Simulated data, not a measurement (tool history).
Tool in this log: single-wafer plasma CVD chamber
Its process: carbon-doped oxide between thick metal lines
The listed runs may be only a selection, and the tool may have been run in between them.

run,day,heater temperature setpoint (°C),chamber pressure (mTorr),RF power (kW),deposition time (s),mean film thickness on the monitor wafer (angstrom)
1,0,355,3730,0.515,107.3,5245.9
2,0.05,354,3860,0.545,107.7,5530.7
3,0.333,354,3860,0.545,110.9,5662
4,0.438,354,3860,0.545,110.9,5725.9
5,0.717,353,4010,0.555,110.9,5766.3
6,1.088,352,4030,0.57,110.9,5897.9
7,1.438,351,4070,0.58,110.9,6020.1
# day 1.667: capacitance manometer re-zeroed and calibrated
8,1.667,350,4120,0.585,110.9,6183.7

What does the tool deliver on the next run?
9,1.721,349,4140,0.585,110.9,?

{"run 9": {"mean film thickness on the monitor wafer (angstrom)": 6096.8}}
